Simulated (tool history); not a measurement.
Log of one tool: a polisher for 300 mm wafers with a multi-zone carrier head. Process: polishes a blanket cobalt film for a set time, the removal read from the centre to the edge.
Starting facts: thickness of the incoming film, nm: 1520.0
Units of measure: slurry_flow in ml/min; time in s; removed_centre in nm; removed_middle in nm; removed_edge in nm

run 1 hour=0 | slurry_flow=205 centre_zone=1 middle_zone=1 edge_zone=1 time=49 | removed_centre=127.49 removed_middle=129.17 removed_edge=129.26
run 2 hour=8.9 | slurry_flow=205 centre_zone=1 middle_zone=1 edge_zone=1.05 time=49 | removed_centre=125.08 removed_middle=133.2 removed_edge=136.46
run 3 hour=17.3 | slurry_flow=205 centre_zone=0.91 middle_zone=1 edge_zone=1.05 time=49 | removed_centre=115.79 removed_middle=132.07 removed_edge=129.85
run 4 hour=19.2 | slurry_flow=195 centre_zone=0.9 middle_zone=0.94 edge_zone=1.02 time=46 | removed_centre=105.37 removed_middle=118.3 removed_edge=123.15
run 5 hour=21 | slurry_flow=200 centre_zone=0.92 middle_zone=0.91 edge_zone=0.97 time=43 | removed_centre=101.24 removed_middle=105.32 removed_edge=116.04
run 6 hour=27.6 | slurry_flow=200 centre_zone=0.93 middle_zone=0.91 edge_zone=0.93 time=41 | removed_centre=98.516 removed_middle=101.34 removed_edge=105.98
run 7 hour=33.2 | slurry_flow=200 centre_zone=0.93 middle_zone=0.91 edge_zone=0.93 time=41 | removed_centre=99.225 removed_middle=101.11 removed_edge=108.25
run 8 hour=36.7 | slurry_flow=195 centre_zone=0.93 middle_zone=0.89 edge_zone=0.9 time=40 | removed_centre=93.476 removed_middle=97.435 removed_edge=102.72
run 9 hour=37.5 | slurry_flow=195 centre_zone=0.93 middle_zone=0.89 edge_zone=0.9 time=40 | removed_centre=95.992 removed_middle=95.669 removed_edge=103.97
run 10 hour=39.2 | slurry_flow=190 centre_zone=0.93 middle_zone=0.88 edge_zone=0.88 time=39 | removed_centre=94.232 removed_middle=94.77 removed_edge=98.588
run 11 hour=41.4 | slurry_flow=190 centre_zone=0.93 middle_zone=0.86 edge_zone=0.88 time=38 | removed_centre=89.919 removed_middle=90.867 removed_edge=95.875

What does the tool deliver on the next run?
run 12 hour=49.7 | slurry_flow=190 centre_zone=0.93 middle_zone=0.86 edge_zone=0.88 time=38 | removed_centre=? removed_middle=? removed_edge=?

{"run 12": {"removed_centre": 89.754, "removed_middle": 90.474, "removed_edge": 98.053}}
